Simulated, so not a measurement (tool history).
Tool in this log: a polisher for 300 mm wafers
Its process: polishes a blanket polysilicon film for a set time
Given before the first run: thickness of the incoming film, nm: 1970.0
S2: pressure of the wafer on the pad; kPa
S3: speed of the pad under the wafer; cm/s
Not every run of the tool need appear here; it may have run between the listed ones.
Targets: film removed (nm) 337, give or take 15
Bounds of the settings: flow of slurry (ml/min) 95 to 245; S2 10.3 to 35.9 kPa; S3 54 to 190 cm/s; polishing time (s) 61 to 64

Run 1, day 0: flow of slurry (ml/min) 155, S2 22.8 kPa, S3 122 cm/s, polishing time (s) 61. Result: film removed (nm) 603.08.
Run 2, day 0.208: flow of slurry (ml/min) 155, S2 20.7 kPa, S3 122 cm/s, polishing time (s) 61. Result: film removed (nm) 560.76.
Run 3, day 0.338: flow of slurry (ml/min) 155, S2 26.2 kPa, S3 122 cm/s, polishing time (s) 61. Result: film removed (nm) 678.21.
Run 4, day 0.567: flow of slurry (ml/min) 155, S2 30.3 kPa, S3 122 cm/s, polishing time (s) 61. Result: film removed (nm) 766.85.
Run 5, day 0.6: flow of slurry (ml/min) 125, S2 30.3 kPa, S3 122 cm/s, polishing time (s) 61. Result: film removed (nm) 705.53.
Run 6, day 0.812: flow of slurry (ml/min) 120, S2 27.6 kPa, S3 120 cm/s, polishing time (s) 61. Result: film removed (nm) 633.38.
Run 7, day 1.125: flow of slurry (ml/min) 115, S2 24.8 kPa, S3 118 cm/s, polishing time (s) 61. Result: film removed (nm) 581.28.
Run 8, day 1.188: flow of slurry (ml/min) 115, S2 22.8 kPa, S3 116 cm/s, polishing time (s) 61. Result: film removed (nm) 535.02.
Run 9, day 1.267: flow of slurry (ml/min) 115, S2 20.7 kPa, S3 114 cm/s, polishing time (s) 61. Result: film removed (nm) 501.72.
Run 10, day 1.562: flow of slurry (ml/min) 115, S2 19.3 kPa, S3 112 cm/s, polishing time (s) 61. Result: film removed (nm) 458.5.
Run 11, day 1.7: flow of slurry (ml/min) 115, S2 17.9 kPa, S3 112 cm/s, polishing time (s) 61. Result: film removed (nm) 444.25.
Run 12, day 1.779: flow of slurry (ml/min) 115, S2 16.5 kPa, S3 112 cm/s, polishing time (s) 61. Result: film removed (nm) 419.87.
Run 13, day 1.942: flow of slurry (ml/min) 115, S2 15.9 kPa, S3 112 cm/s, polishing time (s) 61. Result: film removed (nm) 402.9.
Run 14, day 2.175: flow of slurry (ml/min) 115, S2 15.2 kPa, S3 112 cm/s, polishing time (s) 61. Result: film removed (nm) 391.3.

4 next moves are on the table. One of them brings every result within its allowed miss. Which?
Run A, day 2.408: flow of slurry (ml/min) 95, S2 20 kPa, S3 70 cm/s, polishing time (s) 61. Result: film removed (nm) ?.
Run B, day 2.408: flow of slurry (ml/min) 110, S2 16.5 kPa, S3 102 cm/s, polishing time (s) 61. Result: film removed (nm) ?.
Run C, day 2.408: flow of slurry (ml/min) 160, S2 15.2 kPa, S3 106 cm/s, polishing time (s) 64. Result: film removed (nm) ?.
Run D, day 2.408: flow of slurry (ml/min) 100, S2 19.3 kPa, S3 102 cm/s, polishing time (s) 64. Result: film removed (nm) ?.

move  film removed (nm)
   A              346.8
   B             391.79
   C              437.7
   D              445.8
A: all results land within tolerance of their targets
B: about the same distance from the targets as the last run
C: lands further from the targets than the last run did
D: lands further from the targets than the last run did
The right move is A.

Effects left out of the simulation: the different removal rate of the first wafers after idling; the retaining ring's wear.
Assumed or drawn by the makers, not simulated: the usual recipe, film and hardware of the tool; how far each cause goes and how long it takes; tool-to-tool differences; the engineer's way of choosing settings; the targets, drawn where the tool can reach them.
